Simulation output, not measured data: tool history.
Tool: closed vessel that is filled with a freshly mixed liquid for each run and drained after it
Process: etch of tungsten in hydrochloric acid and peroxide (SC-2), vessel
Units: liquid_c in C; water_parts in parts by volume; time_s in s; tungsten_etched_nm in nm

run    day  liquid_c  water_parts  time_s  tungsten_etched_nm
  1  0.000      57.0          5.5     100             103.700
  2  0.133      53.5          5.5     100              82.879
  3  0.242      51.0          5.5     100              70.554
  4  0.588      51.0          5.5     100              70.136
  5  0.846      51.0          5.5     100              70.005
  6  1.154      56.5          5.5     100             100.610
  7  1.388      53.5          5.5     100              83.169

Run 8 comes next. What will it give?
  8  1.596      45.5          5.5     100                   ?

{"run 8": {"tungsten_etched_nm": 48.652}}

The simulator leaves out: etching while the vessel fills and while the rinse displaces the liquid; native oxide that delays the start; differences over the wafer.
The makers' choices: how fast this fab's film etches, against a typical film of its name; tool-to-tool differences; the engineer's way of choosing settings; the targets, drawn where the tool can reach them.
